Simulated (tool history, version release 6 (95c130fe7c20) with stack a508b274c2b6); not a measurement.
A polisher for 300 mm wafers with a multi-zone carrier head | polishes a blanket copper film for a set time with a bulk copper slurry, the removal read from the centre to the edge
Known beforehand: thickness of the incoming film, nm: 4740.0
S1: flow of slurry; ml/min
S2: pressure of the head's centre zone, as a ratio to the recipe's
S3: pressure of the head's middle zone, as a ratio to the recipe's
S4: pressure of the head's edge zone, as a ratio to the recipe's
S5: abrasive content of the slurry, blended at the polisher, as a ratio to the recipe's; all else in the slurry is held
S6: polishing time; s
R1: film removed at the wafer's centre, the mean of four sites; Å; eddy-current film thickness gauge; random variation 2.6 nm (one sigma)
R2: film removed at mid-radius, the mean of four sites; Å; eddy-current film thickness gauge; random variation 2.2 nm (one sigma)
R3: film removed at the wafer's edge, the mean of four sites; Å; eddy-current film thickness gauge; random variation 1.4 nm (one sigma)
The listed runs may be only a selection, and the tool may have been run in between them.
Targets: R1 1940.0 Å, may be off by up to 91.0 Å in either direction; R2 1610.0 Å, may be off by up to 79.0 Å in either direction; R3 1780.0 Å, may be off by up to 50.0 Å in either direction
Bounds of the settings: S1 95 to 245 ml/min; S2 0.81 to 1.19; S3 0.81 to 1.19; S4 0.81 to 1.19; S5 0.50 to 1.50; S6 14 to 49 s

Run 1, hour 0.0: S1 155 ml/min, S2 1.00, S3 1.00, S4 1.00, S5 1.00, S6 31 s. Result: R1 1383.8 Å, R2 1509.2 Å, R3 1425.3 Å.
Run 2, hour 5.3: S1 155 ml/min, S2 1.00, S3 1.00, S4 1.00, S5 1.00, S6 25 s. Result: R1 1136.3 Å, R2 1184.9 Å, R3 1141.1 Å.
Run 3, hour 6.8: S1 155 ml/min, S2 1.00, S3 1.00, S4 1.00, S5 0.85, S6 25 s. Result: R1 1074.7 Å, R2 1122.0 Å, R3 1107.8 Å.
Run 4, hour 12.0: S1 155 ml/min, S2 1.00, S3 1.00, S4 1.00, S5 1.05, S6 25 s. Result: R1 1129.7 Å, R2 1181.7 Å, R3 1165.7 Å.
Run 5, hour 16.6: S1 155 ml/min, S2 1.00, S3 1.00, S4 1.04, S5 1.05, S6 25 s. Result: R1 1144.7 Å, R2 1189.3 Å, R3 1207.5 Å.
Run 6, hour 25.5: S1 155 ml/min, S2 1.00, S3 1.00, S4 1.11, S5 1.05, S6 25 s. Result: R1 1145.2 Å, R2 1188.2 Å, R3 1222.1 Å.
At hour 27.3: slurry nozzle cleaned.
Run 7, hour 27.3: S1 160 ml/min, S2 1.01, S3 0.99, S4 1.12, S5 1.10, S6 26 s. Result: R1 1354.0 Å, R2 1404.7 Å, R3 1403.8 Å.
Run 8, hour 30.3: S1 165 ml/min, S2 1.02, S3 0.97, S4 1.13, S5 1.10, S6 26 s. Result: R1 1362.8 Å, R2 1384.4 Å, R3 1390.8 Å.
Run 9, hour 32.4: S1 165 ml/min, S2 1.03, S3 0.95, S4 1.14, S5 1.15, S6 26 s. Result: R1 1403.8 Å, R2 1334.3 Å, R3 1436.0 Å.
Run 10, hour 40.1: S1 170 ml/min, S2 1.04, S3 0.94, S4 1.15, S5 1.15, S6 26 s. Result: R1 1419.2 Å, R2 1382.3 Å, R3 1451.5 Å.
Run 11, hour 48.2: S1 175 ml/min, S2 1.05, S3 0.93, S4 1.15, S5 1.15, S6 26 s. Result: R1 1424.8 Å, R2 1309.0 Å, R3 1430.9 Å.
Run 12, hour 54.1: S1 175 ml/min, S2 1.06, S3 0.93, S4 1.15, S5 1.20, S6 26 s. Result: R1 1485.7 Å, R2 1364.5 Å, R3 1463.6 Å.
Run 13, hour 58.5: S1 180 ml/min, S2 1.06, S3 0.93, S4 1.15, S5 1.25, S6 26 s. Result: R1 1525.3 Å, R2 1385.3 Å, R3 1480.5 Å.
Run 14, hour 66.6: S1 180 ml/min, S2 1.06, S3 0.93, S4 1.15, S5 1.25, S6 26 s. Result: R1 1537.6 Å, R2 1389.0 Å, R3 1487.9 Å.
Run 15, hour 75.0: S1 190 ml/min, S2 1.07, S3 0.91, S4 1.17, S5 1.40, S6 27 s. Result: R1 1658.1 Å, R2 1470.9 Å, R3 1628.9 Å.
Run 16, hour 83.1: S1 190 ml/min, S2 1.08, S3 0.91, S4 1.17, S5 1.40, S6 27 s. Result: R1 1693.6 Å, R2 1469.3 Å, R3 1626.8 Å.

Of the 5 settings listed for the next run, only one would bring every result within its allowed miss of target. Which one?
Run A, hour 91.2: S1 170 ml/min, S2 1.02, S3 0.91, S4 1.17, S5 1.40, S6 26 s. Result: R1 ?, R2 ?, R3 ?.
Run B, hour 91.2: S1 140 ml/min, S2 1.04, S3 0.88, S4 1.08, S5 1.25, S6 28 s. Result: R1 ?, R2 ?, R3 ?.
Run C, hour 91.2: S1 205 ml/min, S2 1.15, S3 0.91, S4 1.00, S5 1.40, S6 30 s. Result: R1 ?, R2 ?, R3 ?.
Run D, hour 91.2: S1 205 ml/min, S2 0.95, S3 0.98, S4 1.15, S5 1.35, S6 29 s. Result: R1 ?, R2 ?, R3 ?.
Run E, hour 91.2: S1 230 ml/min, S2 1.10, S3 0.88, S4 1.13, S5 1.45, S6 29 s. Result: R1 ?, R2 ?, R3 ?.

move      R1      R2      R3
   A  1477.4  1388.0  1532.5
   B  1498.5  1350.4  1497.4
   C  1984.5  1651.0  1691.3
   D  1574.5  1681.1  1715.0
   E  1888.5  1593.8  1761.5
A: the biggest miss grows against the last run
B: the biggest miss grows against the last run
C: moves toward the targets from the last run without getting all of them in spec
D: the biggest miss grows against the last run
E: all results land within tolerance of their targets
E meets every target.
